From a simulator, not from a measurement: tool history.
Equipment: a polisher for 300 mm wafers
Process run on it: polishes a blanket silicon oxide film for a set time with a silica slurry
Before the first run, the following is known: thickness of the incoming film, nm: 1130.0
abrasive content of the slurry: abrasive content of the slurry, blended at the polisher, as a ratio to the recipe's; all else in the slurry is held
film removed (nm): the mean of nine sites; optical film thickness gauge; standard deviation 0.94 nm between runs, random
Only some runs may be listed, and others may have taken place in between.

run,hour,flow of slurry (ml/min),pressure of the wafer on the pad (psi),speed of the pad under the wafer (cm/s),abrasive content of the slurry,polishing time (s),film removed (nm)
1,0,210,4.2,122,1,21,75.266
2,2.4,210,4.2,122,1,18,64.095
3,5.3,210,4.4,122,1,18,65.807
4,11.1,210,4.4,94,1,18,53.178
5,13.3,210,4.7,96,1,18,57.698
6,21.2,210,4.7,96,1,18,58.155
7,26.6,210,5,96,1,18,60.94
8,28.8,210,5.2,98,1,18,62.389
9,31.5,210,5.4,102,1,18,67.871
10,33.8,210,5.6,104,1,18,69.705

Run 11 is up next; what results do you expect?
11,40.4,210,5.8,106,1,18,?

film removed (nm): 72.571
